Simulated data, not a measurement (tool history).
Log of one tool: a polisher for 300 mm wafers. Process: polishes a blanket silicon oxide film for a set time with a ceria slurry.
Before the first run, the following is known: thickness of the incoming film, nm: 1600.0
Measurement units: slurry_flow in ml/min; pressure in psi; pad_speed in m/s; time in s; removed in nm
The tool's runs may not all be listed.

run 1 hour=0.0 | slurry_flow=135 pressure=3.8 pad_speed=1.02 time=46 | removed=265.42
run 2 hour=6.5 | slurry_flow=125 pressure=3.8 pad_speed=1.02 time=46 | removed=263.10
run 3 hour=12.4 | slurry_flow=125 pressure=3.8 pad_speed=1.02 time=46 | removed=262.64
run 4 hour=15.5 | slurry_flow=125 pressure=3.8 pad_speed=1.28 time=46 | removed=328.52
run 5 hour=21.1 | slurry_flow=125 pressure=3.8 pad_speed=1.18 time=46 | removed=304.29
run 6 hour=23.8 | slurry_flow=125 pressure=3.8 pad_speed=1.40 time=46 | removed=353.44
run 7 hour=32.3 | slurry_flow=125 pressure=3.3 pad_speed=1.28 time=45 | removed=295.10

Run 8 has not been measured yet. What should we expect?
run 8 hour=33.3 | slurry_flow=115 pressure=2.3 pad_speed=1.00 time=41 | removed=?

Run 8 gave removed 166.36 nm.

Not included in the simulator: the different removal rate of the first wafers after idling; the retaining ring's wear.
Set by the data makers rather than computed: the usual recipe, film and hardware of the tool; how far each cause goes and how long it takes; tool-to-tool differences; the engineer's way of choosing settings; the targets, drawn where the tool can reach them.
